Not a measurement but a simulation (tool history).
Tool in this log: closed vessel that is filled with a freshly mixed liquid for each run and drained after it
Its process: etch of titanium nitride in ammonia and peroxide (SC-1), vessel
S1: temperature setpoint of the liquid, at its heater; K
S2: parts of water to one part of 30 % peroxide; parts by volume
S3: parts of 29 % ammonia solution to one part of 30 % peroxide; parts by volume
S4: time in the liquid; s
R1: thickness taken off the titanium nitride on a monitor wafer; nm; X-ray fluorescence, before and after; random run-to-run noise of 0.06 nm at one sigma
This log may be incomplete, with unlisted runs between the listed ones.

run,hour,S1,S2,S3,S4,R1
1,0,324.15,13,0.85,165,11.905
2,2.8,324.15,13,0.65,165,11.327
3,8,330.15,13,0.65,165,16.986
4,10,326.65,13,0.65,165,13.502
5,13.6,326.65,8.5,0.65,165,16.7
6,15.6,326.65,8.5,0.4,165,15.442

Predict the results of run 7:
7,19.6,323.65,8.5,0.4,165,?

R1: 12.658 nm
